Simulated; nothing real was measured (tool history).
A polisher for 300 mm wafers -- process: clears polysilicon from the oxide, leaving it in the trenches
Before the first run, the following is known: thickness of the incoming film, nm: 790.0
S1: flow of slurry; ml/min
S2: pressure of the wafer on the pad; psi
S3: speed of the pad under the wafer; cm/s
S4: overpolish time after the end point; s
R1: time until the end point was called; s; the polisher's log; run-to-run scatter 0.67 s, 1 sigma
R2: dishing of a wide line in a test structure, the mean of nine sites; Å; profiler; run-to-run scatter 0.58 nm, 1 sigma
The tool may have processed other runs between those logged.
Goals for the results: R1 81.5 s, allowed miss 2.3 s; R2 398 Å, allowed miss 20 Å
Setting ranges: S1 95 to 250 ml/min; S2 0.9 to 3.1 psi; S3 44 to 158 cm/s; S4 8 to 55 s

run 1 hour=0 | S1=160 S2=2 S3=100 S4=28 | R1=62.404 R2=553.13
run 2 hour=4 | S1=160 S2=2 S3=84 S4=28 | R1=69.327 R2=538.06
run 3 hour=9.6 | S1=175 S2=2 S3=74 S4=23 | R1=75.219 R2=536.57
run 4 hour=15.9 | S1=175 S2=2 S3=74 S4=13 | R1=73.76 R2=490.81
run 5 hour=24.4 | S1=175 S2=2 S3=94 S4=13 | R1=62.86 R2=509.65
run 6 hour=30.1 | S1=155 S2=2 S3=86 S4=12 | R1=69.905 R2=486.4
run 7 hour=37.9 | S1=155 S2=2 S3=86 S4=12 | R1=69.345 R2=496.78
run 8 hour=46.4 | S1=140 S2=2.1 S3=80 S4=11 | R1=69.774 R2=472.98
run 9 hour=52.4 | S1=140 S2=2.1 S3=80 S4=11 | R1=70.555 R2=484.85

Exactly one of the 5 candidate moves below puts every result within its allowed miss. Which one?
run A hour=58.4 | S1=130 S2=1.7 S3=80 S4=8 | R1=? R2=?
run B hour=58.4 | S1=110 S2=2.2 S3=88 S4=15 | R1=? R2=?
run C hour=58.4 | S1=135 S2=1.9 S3=74 S4=8 | R1=? R2=?
run D hour=58.4 | S1=160 S2=2.2 S3=92 S4=45 | R1=? R2=?
run E hour=58.4 | S1=190 S2=1.8 S3=76 S4=44 | R1=? R2=?

move=A R1=87.944 R2=388.65
move=B R1=66.809 R2=524.51
move=C R1=82.372 R2=401.56
move=D R1=60.067 R2=551.74
move=E R1=80.563 R2=551.4
A: the result that was furthest off in the last run now lies on the other side of its target
B: further off than the last run
C: every result within its allowed miss
D: further off than the last run
E: puts the biggest miss on target and leaves a different result outside tolerance
The right move is C.
